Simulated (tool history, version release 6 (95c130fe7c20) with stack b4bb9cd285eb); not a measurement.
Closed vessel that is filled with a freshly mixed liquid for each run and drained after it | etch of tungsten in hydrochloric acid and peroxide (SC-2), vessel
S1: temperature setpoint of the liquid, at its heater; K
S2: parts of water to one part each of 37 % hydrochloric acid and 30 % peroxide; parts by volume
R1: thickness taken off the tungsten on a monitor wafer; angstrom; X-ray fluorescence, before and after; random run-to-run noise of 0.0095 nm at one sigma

{"run": 1, "hour": 0.0, "S1": 324.15, "S2": 9.0, "time in the liquid (s)": 30, "R1": 89.442}
{"run": 2, "hour": 2.5, "S1": 324.15, "S2": 11.5, "time in the liquid (s)": 30, "R1": 73.421}
{"run": 3, "hour": 5.4, "S1": 321.65, "S2": 11.5, "time in the liquid (s)": 30, "R1": 62.16}
{"run": 4, "hour": 6.9, "S1": 321.65, "S2": 11.5, "time in the liquid (s)": 30, "R1": 62.158}
{"hour": 12.3, "done": "chemicals flow meter replaced"}
{"run": 5, "hour": 12.3, "S1": 319.65, "S2": 11.5, "time in the liquid (s)": 30, "R1": 52.039}
{"run": 6, "hour": 18.7, "S1": 319.65, "S2": 13.5, "time in the liquid (s)": 30, "R1": 44.886}
{"run": 7, "hour": 22.9, "S1": 318.65, "S2": 13.5, "time in the liquid (s)": 30, "R1": 42.23}
{"run": 8, "hour": 26.5, "S1": 317.65, "S2": 13.5, "time in the liquid (s)": 30, "R1": 39.321}
{"run": 9, "hour": 35.0, "S1": 317.15, "S2": 13.5, "time in the liquid (s)": 30, "R1": 38.144}
{"run": 10, "hour": 36.4, "S1": 316.65, "S2": 13.5, "time in the liquid (s)": 30, "R1": 36.636}
{"run": 11, "hour": 41.4, "S1": 316.15, "S2": 13.5, "time in the liquid (s)": 30, "R1": 35.445}
{"run": 12, "hour": 43.2, "S1": 315.65, "S2": 13.5, "time in the liquid (s)": 30, "R1": 34.217}
{"run": 13, "hour": 48.0, "S1": 315.15, "S2": 13.5, "time in the liquid (s)": 30, "R1": 33.184}

What does the tool deliver on the next run?
{"run": 14, "hour": 56.2, "S1": 314.65, "S2": 13.5, "time in the liquid (s)": 30, "R1": "?"}

For run 14 the tool returned R1 31.850 angstrom.

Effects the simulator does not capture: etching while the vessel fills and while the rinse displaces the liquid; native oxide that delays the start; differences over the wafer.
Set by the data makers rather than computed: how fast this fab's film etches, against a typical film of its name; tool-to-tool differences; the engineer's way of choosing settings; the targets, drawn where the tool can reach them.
